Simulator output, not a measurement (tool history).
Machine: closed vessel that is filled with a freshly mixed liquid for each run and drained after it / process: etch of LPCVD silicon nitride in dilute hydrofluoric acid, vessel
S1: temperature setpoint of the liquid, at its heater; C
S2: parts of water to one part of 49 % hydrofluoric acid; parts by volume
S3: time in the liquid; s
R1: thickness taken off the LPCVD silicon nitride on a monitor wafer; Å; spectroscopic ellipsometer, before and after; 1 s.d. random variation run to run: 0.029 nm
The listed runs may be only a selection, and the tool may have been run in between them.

run  hour    S1   S2    S3      R1
  1   0.0  22.0  230  2585  45.324
  2   3.9  22.0  230  2790  48.633
  3   9.1  20.5  230  2790  44.434
  4  17.1  20.5  190  2790  53.361
  5  24.5  23.5  190  2790  66.073
  6  26.9  23.5  190  2790  64.889
  7  34.6  21.5  205  2790  53.012
     41.6  -- thermometer replaced
  8  41.6  20.0  215  2790  43.474

For run 9, what comes out?
  9  47.2  19.0  215  2790   ?

Run 9 measured R1 40.852 Å.
